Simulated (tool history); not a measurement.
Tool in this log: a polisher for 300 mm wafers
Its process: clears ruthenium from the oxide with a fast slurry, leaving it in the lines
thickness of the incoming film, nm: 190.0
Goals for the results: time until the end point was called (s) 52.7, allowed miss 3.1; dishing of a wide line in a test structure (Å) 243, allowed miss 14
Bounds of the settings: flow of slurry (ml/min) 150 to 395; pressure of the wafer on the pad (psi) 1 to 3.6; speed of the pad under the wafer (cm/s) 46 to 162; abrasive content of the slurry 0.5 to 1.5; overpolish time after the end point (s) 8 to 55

run	hour	flow of slurry (ml/min)	pressure of the wafer on the pad (psi)	speed of the pad under the wafer (cm/s)	abrasive content of the slurry	overpolish time after the end point (s)	time until the end point was called (s)	dishing of a wide line in a test structure (Å)
1	0	250	2.3	104	1	28	71.495	473.62
2	0.8	250	2.3	104	1	24	70.701	430.4
3	7.4	250	2.3	104	0.85	24	75.525	416.55
4	14.9	250	2.5	104	0.75	20	71.903	373.13
5	15.8	250	2.5	128	0.75	20	59.438	411.05
6	20.5	250	2.5	128	0.75	32	59.361	533.89
7	25.1	230	2.7	122	0.7	27	61.638	495.43
8	34.1	265	2.5	130	0.65	23	63.432	449
9	42.4	240	2.4	126	0.85	20	60.563	418.06
# hour 50.3: slurry nozzle cleaned
10	50.3	220	2.4	132	0.75	17	60.153	383.74
11	52.6	205	2.3	138	0.7	15	64.006	352.7
12	58.4	150	2.4	162	0.5	8	62.507	210.69
13	60.3	150	2.4	162	0.5	8	63.055	210.11
14	62.6	155	2.5	162	0.5	8	59.784	213.61
15	64.8	165	2.5	162	0.5	8	59.106	218.3
16	65.6	170	2.5	162	0.5	8	60.205	227.66
17	69.4	170	2.6	162	0.5	8	57.958	230.86

Which one of the following 5 next-run settings gets every result inside its allowed miss? There is exactly one.
A	73.2	160	2.8	148	0.65	8	?	?
B	73.2	150	2.6	142	0.5	9	?	?
C	73.2	150	2.5	160	0.5	8	?	?
D	73.2	150	2.3	162	0.55	8	?	?
E	73.2	230	2.5	154	0.55	8	?	?

move	time until the end point was called (s)	dishing of a wide line in a test structure (Å)
A	51.145	246.02
B	64.776	223.58
C	60.621	214.31
D	62.231	209.71
E	56.991	225.46
A: meets every target
B: misses by more than the last run did
C: misses by more than the last run did
D: misses by more than the last run did
E: nearer the targets than the last run, but a result is still out of spec
The right move is A.
